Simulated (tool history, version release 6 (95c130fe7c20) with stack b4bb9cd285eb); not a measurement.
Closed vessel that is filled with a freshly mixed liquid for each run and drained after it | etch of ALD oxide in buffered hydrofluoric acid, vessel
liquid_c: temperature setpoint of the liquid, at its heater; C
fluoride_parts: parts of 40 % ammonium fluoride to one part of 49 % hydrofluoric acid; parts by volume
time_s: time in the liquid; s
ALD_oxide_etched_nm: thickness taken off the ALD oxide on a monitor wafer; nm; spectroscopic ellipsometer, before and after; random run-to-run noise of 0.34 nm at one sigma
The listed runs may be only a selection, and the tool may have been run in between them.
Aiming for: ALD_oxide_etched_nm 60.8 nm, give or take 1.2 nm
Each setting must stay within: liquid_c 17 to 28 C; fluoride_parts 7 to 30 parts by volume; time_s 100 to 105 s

run,hour,liquid_c,fluoride_parts,time_s,ALD_oxide_etched_nm
1,0,20,19,100,79.26
2,7.3,20,19,100,79.041
3,14.8,20,19,100,78.822
4,21.1,19,19.5,100,72.731
# hour 29.3: thermometer replaced
5,29.3,18.5,20,100,75.205
6,29.9,18,22,100,68.924
7,33.1,17.5,23,100,64.863
8,36.5,17.5,23.5,100,62.679

Next run, 4 choices. One meets every target within its allowed miss, the rest don't. Which?
A,39.9,17,26,105,?
B,39.9,17,22.5,100,?
C,39.9,18.5,27,105,?
D,39.9,17,23,105,?

move,ALD_oxide_etched_nm
A,60.118
B,63.285
C,63.805
D,65.446
A: every result within its allowed miss
B: its largest miss is bigger than the last run's
C: its largest miss is bigger than the last run's
D: its largest miss is bigger than the last run's
Correct choice: A, which meets every target

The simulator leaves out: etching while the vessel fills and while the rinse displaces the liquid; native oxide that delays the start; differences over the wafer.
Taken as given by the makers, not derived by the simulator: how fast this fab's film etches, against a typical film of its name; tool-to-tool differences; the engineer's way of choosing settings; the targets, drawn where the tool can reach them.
